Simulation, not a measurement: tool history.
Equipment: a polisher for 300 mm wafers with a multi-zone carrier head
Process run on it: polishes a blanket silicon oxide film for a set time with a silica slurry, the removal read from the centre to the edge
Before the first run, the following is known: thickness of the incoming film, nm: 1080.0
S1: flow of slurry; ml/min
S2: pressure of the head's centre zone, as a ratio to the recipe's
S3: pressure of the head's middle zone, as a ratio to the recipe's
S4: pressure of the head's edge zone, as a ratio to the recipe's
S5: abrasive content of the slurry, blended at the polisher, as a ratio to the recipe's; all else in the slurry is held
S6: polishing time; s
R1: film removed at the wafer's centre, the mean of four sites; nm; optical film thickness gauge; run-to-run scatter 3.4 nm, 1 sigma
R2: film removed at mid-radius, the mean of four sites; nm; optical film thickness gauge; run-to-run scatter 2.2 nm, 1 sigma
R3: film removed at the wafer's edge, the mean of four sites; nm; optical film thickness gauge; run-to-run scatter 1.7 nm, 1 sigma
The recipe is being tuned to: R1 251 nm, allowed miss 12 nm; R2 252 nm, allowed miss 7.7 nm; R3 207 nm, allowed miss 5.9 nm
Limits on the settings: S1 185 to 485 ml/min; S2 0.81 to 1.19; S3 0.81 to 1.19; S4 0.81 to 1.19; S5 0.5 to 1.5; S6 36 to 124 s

run,hour,S1,S2,S3,S4,S5,S6,R1,R2,R3
1,0,310,1,1,1,1,79,264.45,265.7,253.98
2,5.3,310,1.01,1.01,0.98,0.95,79,257.78,260.76,247.65
3,10.5,315,1.03,1.03,0.96,0.9,79,256.37,256.37,236.48
4,16.7,315,1.03,1.03,0.96,0.9,95,310.12,313.26,283.88
5,23.2,315,1.03,1.03,0.99,0.9,95,297.32,306.39,293.09
6,28.2,315,1.03,1.03,0.97,0.85,95,300.47,301.8,277.79
7,32,315,1.02,1.03,0.95,0.8,95,278.04,283.85,267.21
8,40.6,315,1.03,1.04,0.93,0.75,94,270.48,276.46,249.74
9,48.4,315,1.03,1.04,0.91,0.75,94,268.06,276.85,245.63
10,55.7,315,1.04,1.04,0.9,0.75,94,270.71,275.04,249.16
11,61.9,320,1.05,1.05,0.89,0.7,94,263.42,261.72,233.48
12,63.3,320,1.05,1.06,0.88,0.7,94,264.49,268.23,230.74
13,68.7,320,1.05,1.06,0.87,0.7,94,260.41,269.05,228.6
14,72.5,320,1.05,1.06,0.86,0.7,94,255.68,265.27,230.45
15,79.1,320,1.06,1.07,0.85,0.7,94,266,270.53,228.99
16,81.5,325,1.07,1.08,0.83,0.65,94,263.01,260.16,215.33

5 candidate next runs follow, results not yet known. Just one meets every target within its allowed miss. Identify it.
A,83.9,260,1.08,1,0.81,0.75,84,?,?,?
B,83.9,380,1.14,1.11,0.88,0.5,116,?,?,?
C,83.9,375,1.04,1.17,0.81,0.6,98,?,?,?
D,83.9,310,1.07,1.08,0.81,0.6,98,?,?,?
E,83.9,255,1.11,1,0.84,0.7,94,?,?,?

move,R1,R2,R3
A,245.31,232.52,205.47
B,269.1,263.05,219.2
C,241.4,270.86,207.64
D,245.02,249.84,206
E,268.99,248.02,222.82
A: the furthest-off result lands on target, but another misses its tolerance
B: misses by more than the last run did
C: the furthest-off result lands on target, but another misses its tolerance
D: hits every target within its allowed miss
E: misses by more than the last run did
D meets every target.
